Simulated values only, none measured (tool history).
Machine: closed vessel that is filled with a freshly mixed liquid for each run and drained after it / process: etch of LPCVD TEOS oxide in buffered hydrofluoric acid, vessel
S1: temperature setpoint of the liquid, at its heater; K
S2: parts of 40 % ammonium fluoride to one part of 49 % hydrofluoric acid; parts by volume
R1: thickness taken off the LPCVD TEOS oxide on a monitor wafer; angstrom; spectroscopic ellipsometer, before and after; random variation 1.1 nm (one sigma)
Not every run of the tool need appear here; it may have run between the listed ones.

run 1 hour=0.0 | S1=295.15 S2=19.5 time_in_the_liquid_(s)=100 | R1=809.83
run 2 hour=1.5 | S1=297.65 S2=19.0 time_in_the_liquid_(s)=100 | R1=957.91
run 3 hour=3.9 | S1=299.15 S2=18.5 time_in_the_liquid_(s)=100 | R1=1061.90
run 4 hour=9.6 | S1=299.15 S2=18.5 time_in_the_liquid_(s)=100 | R1=1068.80
run 5 hour=11.0 | S1=297.65 S2=18.5 time_in_the_liquid_(s)=100 | R1=992.35
run 6 hour=19.2 | S1=297.65 S2=16.0 time_in_the_liquid_(s)=100 | R1=1151.80
run 7 hour=24.0 | S1=298.65 S2=16.0 time_in_the_liquid_(s)=100 | R1=1205.00

Run 8 is up next; what results do you expect?
run 8 hour=29.9 | S1=299.15 S2=16.0 time_in_the_liquid_(s)=100 | R1=?

R1: 1228.30 angstrom
